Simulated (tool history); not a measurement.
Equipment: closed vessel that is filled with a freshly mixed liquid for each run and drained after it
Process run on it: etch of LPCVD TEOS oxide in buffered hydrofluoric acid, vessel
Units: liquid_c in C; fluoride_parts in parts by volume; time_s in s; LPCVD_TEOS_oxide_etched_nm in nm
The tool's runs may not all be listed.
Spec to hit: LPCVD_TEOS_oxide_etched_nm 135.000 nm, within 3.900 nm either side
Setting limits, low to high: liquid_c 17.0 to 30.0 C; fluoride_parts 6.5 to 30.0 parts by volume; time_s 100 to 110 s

Run 1, hour 0.0: liquid_c 22.0 C, fluoride_parts 19.5 parts by volume, time_s 100 s. Result: LPCVD_TEOS_oxide_etched_nm 80.983 nm.
Run 2, hour 1.5: liquid_c 24.5 C, fluoride_parts 19.0 parts by volume, time_s 100 s. Result: LPCVD_TEOS_oxide_etched_nm 95.791 nm.
Run 3, hour 3.9: liquid_c 26.0 C, fluoride_parts 18.5 parts by volume, time_s 100 s. Result: LPCVD_TEOS_oxide_etched_nm 106.190 nm.
Run 4, hour 9.6: liquid_c 26.0 C, fluoride_parts 18.5 parts by volume, time_s 100 s. Result: LPCVD_TEOS_oxide_etched_nm 106.880 nm.
Run 5, hour 11.0: liquid_c 24.5 C, fluoride_parts 18.5 parts by volume, time_s 100 s. Result: LPCVD_TEOS_oxide_etched_nm 99.235 nm.
Run 6, hour 19.2: liquid_c 24.5 C, fluoride_parts 16.0 parts by volume, time_s 100 s. Result: LPCVD_TEOS_oxide_etched_nm 115.180 nm.
Run 7, hour 24.0: liquid_c 25.5 C, fluoride_parts 16.0 parts by volume, time_s 100 s. Result: LPCVD_TEOS_oxide_etched_nm 120.500 nm.
Run 8, hour 29.9: liquid_c 26.0 C, fluoride_parts 16.0 parts by volume, time_s 100 s. Result: LPCVD_TEOS_oxide_etched_nm 122.830 nm.
Run 9, hour 37.1: liquid_c 26.0 C, fluoride_parts 16.0 parts by volume, time_s 100 s. Result: LPCVD_TEOS_oxide_etched_nm 123.580 nm.
Run 10, hour 42.4: liquid_c 26.5 C, fluoride_parts 16.0 parts by volume, time_s 100 s. Result: LPCVD_TEOS_oxide_etched_nm 128.830 nm.

5 candidate next runs follow, results not yet known. Just one meets every target within its allowed miss. Identify it.
Run A, hour 47.7: liquid_c 19.0 C, fluoride_parts 13.0 parts by volume, time_s 110 s. Result: LPCVD_TEOS_oxide_etched_nm ?.
Run B, hour 47.7: liquid_c 25.5 C, fluoride_parts 14.5 parts by volume, time_s 110 s. Result: LPCVD_TEOS_oxide_etched_nm ?.
Run C, hour 47.7: liquid_c 26.5 C, fluoride_parts 15.5 parts by volume, time_s 105 s. Result: LPCVD_TEOS_oxide_etched_nm ?.
Run D, hour 47.7: liquid_c 25.5 C, fluoride_parts 16.0 parts by volume, time_s 105 s. Result: LPCVD_TEOS_oxide_etched_nm ?.
Run E, hour 47.7: liquid_c 27.5 C, fluoride_parts 19.0 parts by volume, time_s 110 s. Result: LPCVD_TEOS_oxide_etched_nm ?.

move  LPCVD_TEOS_oxide_etched_nm
   A                     110.600
   B                     142.280
   C                     134.260
   D                     123.300
   E                     121.470
A: moves away from the targets compared with the last run
B: takes the biggest miss from the last run beyond its target
C: hits every target within its allowed miss
D: moves away from the targets compared with the last run
E: moves away from the targets compared with the last run
C meets every target.

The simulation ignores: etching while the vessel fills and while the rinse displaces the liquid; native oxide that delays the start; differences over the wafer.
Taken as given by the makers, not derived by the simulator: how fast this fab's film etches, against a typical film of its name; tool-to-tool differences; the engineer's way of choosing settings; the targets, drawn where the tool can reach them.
